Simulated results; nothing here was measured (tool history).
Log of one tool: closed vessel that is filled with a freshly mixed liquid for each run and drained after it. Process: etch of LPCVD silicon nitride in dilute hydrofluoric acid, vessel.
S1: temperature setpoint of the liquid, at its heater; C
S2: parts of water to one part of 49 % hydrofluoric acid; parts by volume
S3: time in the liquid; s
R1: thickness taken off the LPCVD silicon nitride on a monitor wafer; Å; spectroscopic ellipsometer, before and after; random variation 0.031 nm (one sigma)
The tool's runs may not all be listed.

run  hour    S1   S2    S3      R1
  1   0.0  22.0  105  1585  65.667
  2   1.7  20.5  110  1585  56.453
  3   8.4  20.5   75  1585  81.970
  4  14.0  20.5   75  1705  87.854
  5  22.0  19.5   90  1700  68.740
  6  24.4  22.5   90  1700  84.123
  7  28.7  21.0  100  1700  68.821
  8  35.0  20.0  105  1700  61.559

The next listed run, before its measurement:
  9  43.9  19.0  110  1700   ?

Run 9 gave R1 54.468 Å.
